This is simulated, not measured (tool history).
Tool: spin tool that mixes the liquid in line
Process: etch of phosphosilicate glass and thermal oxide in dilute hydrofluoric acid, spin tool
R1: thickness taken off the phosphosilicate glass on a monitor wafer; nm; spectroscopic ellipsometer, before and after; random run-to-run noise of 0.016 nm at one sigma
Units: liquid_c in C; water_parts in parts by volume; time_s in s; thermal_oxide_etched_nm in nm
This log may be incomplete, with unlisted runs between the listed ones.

{"run": 1, "hour": 0.0, "liquid_c": 22.0, "water_parts": 275, "time_s": 35, "R1": 5.691, "thermal_oxide_etched_nm": 0.48158}
{"run": 2, "hour": 2.4, "liquid_c": 22.0, "water_parts": 355, "time_s": 35, "R1": 4.094, "thermal_oxide_etched_nm": 0.3307}
{"run": 3, "hour": 5.7, "liquid_c": 21.0, "water_parts": 375, "time_s": 35, "R1": 3.6204, "thermal_oxide_etched_nm": 0.35136}
{"run": 4, "hour": 11.8, "liquid_c": 21.0, "water_parts": 375, "time_s": 25, "R1": 2.6254, "thermal_oxide_etched_nm": 0.22855}
{"run": 5, "hour": 19.0, "liquid_c": 20.5, "water_parts": 375, "time_s": 25, "R1": 2.5675, "thermal_oxide_etched_nm": 0.21913}
{"run": 6, "hour": 21.7, "liquid_c": 20.5, "water_parts": 330, "time_s": 25, "R1": 2.9918, "thermal_oxide_etched_nm": 0.29764}
{"run": 7, "hour": 30.4, "liquid_c": 20.5, "water_parts": 340, "time_s": 25, "R1": 2.8896, "thermal_oxide_etched_nm": 0.26623}
{"run": 8, "hour": 35.9, "liquid_c": 20.0, "water_parts": 345, "time_s": 25, "R1": 2.822, "thermal_oxide_etched_nm": 0.23409}
{"run": 9, "hour": 37.6, "liquid_c": 20.0, "water_parts": 350, "time_s": 25, "R1": 2.7512, "thermal_oxide_etched_nm": 0.268}
{"run": 10, "hour": 40.1, "liquid_c": 20.0, "water_parts": 355, "time_s": 25, "R1": 2.7219, "thermal_oxide_etched_nm": 0.25609}
{"run": 11, "hour": 46.8, "liquid_c": 20.0, "water_parts": 360, "time_s": 25, "R1": 2.6665, "thermal_oxide_etched_nm": 0.24871}

Estimate the outcome of run 12 from the log above:
{"run": 12, "hour": 48.7, "liquid_c": 20.0, "water_parts": 365, "time_s": 25, "R1": "?", "thermal_oxide_etched_nm": "?"}

R1: 2.6315 nm
thermal_oxide_etched_nm: 0.25411 nm

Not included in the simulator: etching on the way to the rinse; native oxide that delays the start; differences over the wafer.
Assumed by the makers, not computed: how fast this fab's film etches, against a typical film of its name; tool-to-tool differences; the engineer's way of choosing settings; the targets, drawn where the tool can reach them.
